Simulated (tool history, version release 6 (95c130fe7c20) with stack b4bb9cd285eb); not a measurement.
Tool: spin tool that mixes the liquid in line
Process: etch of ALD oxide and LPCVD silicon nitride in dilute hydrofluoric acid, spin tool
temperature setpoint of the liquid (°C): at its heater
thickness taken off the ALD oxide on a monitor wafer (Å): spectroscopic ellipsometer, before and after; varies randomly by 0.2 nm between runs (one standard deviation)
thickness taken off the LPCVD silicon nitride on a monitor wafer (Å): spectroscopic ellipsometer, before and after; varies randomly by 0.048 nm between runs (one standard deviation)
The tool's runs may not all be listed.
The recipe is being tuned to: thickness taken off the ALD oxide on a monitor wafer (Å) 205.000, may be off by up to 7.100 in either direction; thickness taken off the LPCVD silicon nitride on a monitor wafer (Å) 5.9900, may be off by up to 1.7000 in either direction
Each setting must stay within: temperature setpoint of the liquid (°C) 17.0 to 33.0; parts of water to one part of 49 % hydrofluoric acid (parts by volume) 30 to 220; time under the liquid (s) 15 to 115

| run | hour | temperature setpoint of the liquid (°C) | parts of water to one part of 49 % hydrofluoric acid (parts by volume) | time under the liquid (s) | thickness taken off the ALD oxide on a monitor wafer (Å) | thickness taken off the LPCVD silicon nitride on a monitor wafer (Å) |
|---|---|---|---|---|---|---|
| 1 | 0.0 | 25.0 | 125 | 60 | 111.170 | 2.7174 |
| 2 | 0.9 | 22.0 | 125 | 60 | 101.300 | 2.0983 |
| 3 | 4.7 | 22.0 | 155 | 60 | 77.567 | 1.7732 |
| 4 | 9.5 | 24.0 | 140 | 60 | 95.060 | 2.4279 |
| 5 | 12.7 | 24.0 | 140 | 45 | 70.148 | 1.4983 |
| 6 | 20.5 | 26.0 | 125 | 45 | 86.167 | 2.6539 |
| 7 | 23.6 | 26.0 | 125 | 45 | 86.503 | 2.3298 |
| 8 | 31.0 | 26.5 | 110 | 45 | 103.320 | 2.3632 |
| 9 | 37.5 | 28.0 | 100 | 45 | 120.710 | 3.2296 |
| 10 | 43.8 | 29.0 | 90 | 45 | 141.550 | 3.3087 |
| 11 | 51.5 | 30.0 | 85 | 45 | 156.530 | 4.1750 |
| 12 | 54.5 | 30.5 | 80 | 45 | 172.510 | 4.6030 |

Below are 5 possible settings for the next run. Only one of them brings all results inside the allowed miss of their targets. Which is it?
| A | 57.5 | 32.0 | 80 | 50 | ? | ? |
| B | 57.5 | 32.0 | 120 | 60 | ? | ? |
| C | 57.5 | 32.0 | 70 | 50 | ? | ? |
| D | 57.5 | 33.0 | 120 | 60 | ? | ? |
| E | 57.5 | 23.0 | 45 | 30 | ? | ? |

| move | thickness taken off the ALD oxide on a monitor wafer (Å) | thickness taken off the LPCVD silicon nitride on a monitor wafer (Å) |
|---|---|---|
| A | 202.810 | 5.1485 |
| B | 152.910 | 4.0991 |
| C | 235.390 | 5.8875 |
| D | 158.510 | 4.3561 |
| E | 159.200 | 3.0319 |
A: every result lands within tolerance
B: its largest miss is bigger than the last run's
C: the result that was furthest off in the last run now lies on the other side of its target
D: its largest miss is bigger than the last run's
E: its largest miss is bigger than the last run's
The move that meets every target is A.

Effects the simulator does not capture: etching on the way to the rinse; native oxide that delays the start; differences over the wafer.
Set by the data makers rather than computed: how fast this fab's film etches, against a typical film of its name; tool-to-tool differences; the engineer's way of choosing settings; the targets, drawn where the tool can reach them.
